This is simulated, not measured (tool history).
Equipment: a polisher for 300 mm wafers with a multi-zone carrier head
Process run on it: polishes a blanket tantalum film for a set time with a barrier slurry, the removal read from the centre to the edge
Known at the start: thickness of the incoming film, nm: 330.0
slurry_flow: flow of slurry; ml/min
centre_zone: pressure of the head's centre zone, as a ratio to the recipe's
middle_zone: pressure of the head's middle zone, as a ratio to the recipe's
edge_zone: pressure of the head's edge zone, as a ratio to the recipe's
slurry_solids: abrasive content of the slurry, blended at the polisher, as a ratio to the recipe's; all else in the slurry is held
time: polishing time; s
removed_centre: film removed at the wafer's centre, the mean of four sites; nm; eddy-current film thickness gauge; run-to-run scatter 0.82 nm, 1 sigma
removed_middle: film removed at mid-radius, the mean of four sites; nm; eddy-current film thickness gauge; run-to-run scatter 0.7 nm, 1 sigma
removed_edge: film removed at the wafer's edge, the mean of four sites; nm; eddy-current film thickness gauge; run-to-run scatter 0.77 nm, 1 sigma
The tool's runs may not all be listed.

run	hour	slurry_flow	centre_zone	middle_zone	edge_zone	slurry_solids	time	removed_centre	removed_middle	removed_edge
1	0.0	220	1.00	1.00	1.00	1.00	57	87.686	92.318	92.973
2	2.3	210	1.03	0.95	1.01	0.95	57	88.418	85.747	96.169
3	6.5	210	1.03	0.88	1.01	0.95	57	89.033	82.679	93.712
4	12.3	210	1.03	0.88	1.01	1.05	57	90.181	82.507	97.602
5	17.3	200	1.06	0.86	1.00	1.00	56	90.235	78.600	91.834
6	24.8	190	1.07	0.85	1.01	0.95	56	89.373	75.818	92.015
# hour 28.2: centre zone pressure recalibrated
7	28.2	180	1.08	0.84	1.00	0.95	56	95.563	74.394	90.101
8	36.8	175	1.07	0.83	1.00	0.90	56	92.203	75.069	89.670

What does the tool deliver on the next run?
9	40.3	175	1.08	0.82	1.01	0.85	55	?	?	?

{"run 9": {"removed_centre": 90.636, "removed_middle": 70.183, "removed_edge": 86.05}}
